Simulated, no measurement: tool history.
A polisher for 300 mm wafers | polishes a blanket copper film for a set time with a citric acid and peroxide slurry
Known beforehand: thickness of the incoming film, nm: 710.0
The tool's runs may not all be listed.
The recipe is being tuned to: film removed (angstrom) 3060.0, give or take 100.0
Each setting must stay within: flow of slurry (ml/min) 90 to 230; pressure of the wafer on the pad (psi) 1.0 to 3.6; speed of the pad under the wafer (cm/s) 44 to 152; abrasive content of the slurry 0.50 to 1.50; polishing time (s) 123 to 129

| run | hour | flow of slurry (ml/min) | pressure of the wafer on the pad (psi) | speed of the pad under the wafer (cm/s) | abrasive content of the slurry | polishing time (s) | film removed (angstrom) |
|---|---|---|---|---|---|---|---|
| 1 | 0.0 | 150 | 2.3 | 98 | 1.00 | 123 | 1997.1 |
| 2 | 3.8 | 155 | 2.5 | 98 | 1.00 | 123 | 2142.7 |
| 3 | 11.9 | 155 | 2.7 | 98 | 1.00 | 123 | 2337.4 |
| 4 | 16.6 | 155 | 2.7 | 98 | 1.00 | 123 | 2318.7 |
| 5 | 24.7 | 155 | 2.8 | 98 | 1.00 | 123 | 2399.6 |
| 6 | 32.2 | 130 | 2.8 | 98 | 1.00 | 123 | 2327.9 |
| 7 | 33.8 | 140 | 2.9 | 98 | 1.00 | 123 | 2454.9 |
| 8 | 37.9 | 145 | 3.0 | 98 | 1.00 | 123 | 2533.1 |
| 9 | 42.4 | 150 | 3.1 | 98 | 1.00 | 123 | 2633.8 |
| 10 | 50.2 | 155 | 3.2 | 98 | 1.00 | 123 | 2700.9 |
| 11 | 54.1 | 155 | 3.3 | 98 | 1.00 | 123 | 2787.5 |
| 12 | 57.1 | 155 | 3.4 | 98 | 1.00 | 123 | 2916.6 |

Exercise: of the 4 proposed moves below, exactly one satisfies all targets within the stated allowed misses. Which move is it?
| A | 60.1 | 175 | 3.6 | 94 | 0.70 | 129 | ? |
| B | 60.1 | 140 | 3.1 | 104 | 1.20 | 129 | ? |
| C | 60.1 | 175 | 3.4 | 112 | 0.95 | 123 | ? |
| D | 60.1 | 135 | 3.3 | 90 | 1.15 | 129 | ? |

| move | film removed (angstrom) |
|---|---|
| A | 2856.3 |
| B | 2982.2 |
| C | 3282.2 |
| D | 2707.8 |
A: misses by more than the last run did
B: all results in spec
C: pushes the last run's worst result past its target
D: misses by more than the last run did
Correct choice: B, which meets every target

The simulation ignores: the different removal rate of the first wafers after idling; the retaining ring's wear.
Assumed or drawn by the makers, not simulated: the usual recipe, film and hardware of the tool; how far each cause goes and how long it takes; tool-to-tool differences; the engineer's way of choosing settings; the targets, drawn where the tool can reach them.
